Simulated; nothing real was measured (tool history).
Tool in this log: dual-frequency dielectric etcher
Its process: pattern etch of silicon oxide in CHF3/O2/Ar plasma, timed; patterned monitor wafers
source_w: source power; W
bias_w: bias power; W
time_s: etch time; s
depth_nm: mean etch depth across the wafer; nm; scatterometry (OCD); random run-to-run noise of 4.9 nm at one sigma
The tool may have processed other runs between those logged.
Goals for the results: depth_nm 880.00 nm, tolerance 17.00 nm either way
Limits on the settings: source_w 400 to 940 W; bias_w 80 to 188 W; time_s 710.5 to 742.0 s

run,day,source_w,bias_w,time_s,depth_nm
1,0.000,670,134,710.5,1194.60
2,0.371,580,115,710.5,1039.10
3,0.646,660,115,710.5,1125.60
4,0.746,570,112,710.5,1023.60
5,0.812,570,112,710.5,1010.30
6,0.875,570,112,710.5,1030.90
7,1.238,510,109,710.5,929.51
8,1.346,500,109,710.5,926.63
9,1.438,490,109,710.5,905.91

5 next moves are on the table. One of them brings every result within its allowed miss. Which?
A,1.529,470,109,742.0,?
B,1.529,420,122,710.5,?
C,1.529,430,116,742.0,?
D,1.529,470,97,720.5,?
E,1.529,450,111,710.5,?

move,depth_nm
A,920.92
B,840.22
C,877.84
D,855.40
E,857.97
A: further off than the last run
B: takes the result that was furthest off past its target
C: in spec on every target
D: takes the result that was furthest off past its target
E: takes the result that was furthest off past its target
Move C is the one to make.

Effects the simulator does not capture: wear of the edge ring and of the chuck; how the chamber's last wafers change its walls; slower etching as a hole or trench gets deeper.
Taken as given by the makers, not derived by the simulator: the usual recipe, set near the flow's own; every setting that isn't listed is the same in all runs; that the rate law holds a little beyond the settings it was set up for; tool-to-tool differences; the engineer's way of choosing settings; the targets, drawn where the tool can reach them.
